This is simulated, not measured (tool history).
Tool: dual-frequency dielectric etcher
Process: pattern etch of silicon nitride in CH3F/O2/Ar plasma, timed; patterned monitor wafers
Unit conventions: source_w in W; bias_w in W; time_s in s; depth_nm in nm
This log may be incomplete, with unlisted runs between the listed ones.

run 1 hour=0 | source_w=460 bias_w=63 time_s=105 | depth_nm=81.286
run 2 hour=8.9 | source_w=460 bias_w=63 time_s=109 | depth_nm=84.903
run 3 hour=12.2 | source_w=440 bias_w=63 time_s=109 | depth_nm=83.817
run 4 hour=21.1 | source_w=440 bias_w=63 time_s=105 | depth_nm=79.952
run 5 hour=24.6 | source_w=470 bias_w=63 time_s=105 | depth_nm=82.15
run 6 hour=28.7 | source_w=450 bias_w=63 time_s=105 | depth_nm=80.924
run 7 hour=29.6 | source_w=430 bias_w=63 time_s=105 | depth_nm=79.519
run 8 hour=38.1 | source_w=420 bias_w=63 time_s=105 | depth_nm=78.845

Estimate the outcome of run 9 from the log above:
run 9 hour=41.5 | source_w=410 bias_w=63 time_s=105 | depth_nm=?

{"run 9": {"depth_nm": 77.812}}
